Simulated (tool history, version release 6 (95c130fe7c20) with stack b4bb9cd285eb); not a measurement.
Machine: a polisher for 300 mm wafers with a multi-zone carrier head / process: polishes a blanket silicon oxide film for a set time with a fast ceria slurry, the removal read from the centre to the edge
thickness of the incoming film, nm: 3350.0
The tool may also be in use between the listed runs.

run	hour	flow of slurry (ml/min)	pressure of the head's centre zone	pressure of the head's middle zone	pressure of the head's edge zone	polishing time (s)	film removed at the wafer's centre (angstrom)	film removed at mid-radius (angstrom)	film removed at the wafer's edge (angstrom)
1	0.0	305	1.00	1.00	1.00	84	11286.0	11311.0	11484.0
2	4.4	305	0.95	1.00	1.00	84	10937.0	11229.0	11417.0
3	9.8	255	0.95	1.00	1.00	84	10711.0	10903.0	11143.0
4	11.2	260	0.92	1.04	1.00	75	9016.5	10124.0	9950.3
5	13.3	260	0.84	1.04	1.00	75	8473.5	10319.0	10038.0
6	19.1	250	0.84	1.05	0.97	69	7716.8	9424.0	9094.2

Forecast run 7:
7	20.0	250	0.84	1.05	0.97	69	?	?	?

Run 7 came out at film removed at the wafer's centre (angstrom) 7750.9, film removed at mid-radius (angstrom) 9523.8, film removed at the wafer's edge (angstrom) 8931.0.
